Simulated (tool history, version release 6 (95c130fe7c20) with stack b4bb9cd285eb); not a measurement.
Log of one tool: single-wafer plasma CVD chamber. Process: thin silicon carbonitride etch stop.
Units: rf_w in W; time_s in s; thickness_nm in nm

run    day  rf_w  time_s  thickness_nm
  1  0.000   220    22.1        13.494
  2  0.083   220    24.4        14.910
  3  0.200   225    24.6        15.003
  4  0.504   250    24.6        15.508
  5  0.625   250    21.5        13.484
  6  0.725   255    22.2        14.080

Run 7 comes next. What will it give?
  7  0.925   260    22.7             ?

Run 7 gave thickness_nm 14.482 nm.

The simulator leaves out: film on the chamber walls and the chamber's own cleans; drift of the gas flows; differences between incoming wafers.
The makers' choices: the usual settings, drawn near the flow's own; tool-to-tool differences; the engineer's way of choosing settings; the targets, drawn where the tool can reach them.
